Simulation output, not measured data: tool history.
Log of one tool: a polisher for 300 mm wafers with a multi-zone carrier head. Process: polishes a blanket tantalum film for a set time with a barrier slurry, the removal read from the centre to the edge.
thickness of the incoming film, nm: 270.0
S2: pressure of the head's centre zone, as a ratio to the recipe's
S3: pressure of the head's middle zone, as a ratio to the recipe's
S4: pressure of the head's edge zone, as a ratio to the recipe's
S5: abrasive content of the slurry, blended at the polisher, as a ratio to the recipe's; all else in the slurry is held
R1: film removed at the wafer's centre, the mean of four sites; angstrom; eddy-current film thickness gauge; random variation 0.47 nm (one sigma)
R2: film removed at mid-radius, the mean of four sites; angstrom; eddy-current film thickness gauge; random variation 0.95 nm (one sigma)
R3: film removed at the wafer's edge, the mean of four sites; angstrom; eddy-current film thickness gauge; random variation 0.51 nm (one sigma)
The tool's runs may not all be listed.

run 1 hour=0 | flow_of_slurry_(ml/min)=170 S2=1 S3=1 S4=1 S5=1 polishing_time_(s)=46 | R1=992.01 R2=993.97 R3=981.29
run 2 hour=1 | flow_of_slurry_(ml/min)=170 S2=1 S3=0.95 S4=1 S5=1 polishing_time_(s)=46 | R1=1004.2 R2=918.18 R3=967.61
run 3 hour=5.8 | flow_of_slurry_(ml/min)=170 S2=1 S3=0.95 S4=1 S5=0.8 polishing_time_(s)=46 | R1=955.21 R2=895.48 R3=934.92
run 4 hour=7.2 | flow_of_slurry_(ml/min)=165 S2=0.98 S3=0.96 S4=0.98 S5=0.75 polishing_time_(s)=45 | R1=908.16 R2=866.33 R3=899.32
run 5 hour=11 | flow_of_slurry_(ml/min)=160 S2=0.96 S3=0.98 S4=0.96 S5=0.7 polishing_time_(s)=44 | R1=844.07 R2=848.6 R3=853.37
run 6 hour=14.6 | flow_of_slurry_(ml/min)=120 S2=0.96 S3=0.98 S4=0.96 S5=0.7 polishing_time_(s)=44 | R1=787.01 R2=798.79 R3=811.53
run 7 hour=21.2 | flow_of_slurry_(ml/min)=120 S2=0.95 S3=0.99 S4=0.94 S5=0.65 polishing_time_(s)=43 | R1=748.09 R2=785.9 R3=782.09
run 8 hour=25 | flow_of_slurry_(ml/min)=120 S2=0.94 S3=1 S4=0.93 S5=0.65 polishing_time_(s)=43 | R1=738.73 R2=784.93 R3=770.88
run 9 hour=30.6 | flow_of_slurry_(ml/min)=120 S2=0.93 S3=1 S4=0.92 S5=0.65 polishing_time_(s)=43 | R1=743.94 R2=785.07 R3=762.92
run 10 hour=32 | flow_of_slurry_(ml/min)=115 S2=0.91 S3=1.01 S4=0.91 S5=0.65 polishing_time_(s)=43 | R1=705.56 R2=752.38 R3=768.9

Forecast run 11:
run 11 hour=35.5 | flow_of_slurry_(ml/min)=160 S2=0.89 S3=1.11 S4=0.84 S5=0.5 polishing_time_(s)=38 | R1=? R2=? R3=?

R1: 646.65 angstrom
R2: 776.95 angstrom
R3: 660.04 angstrom
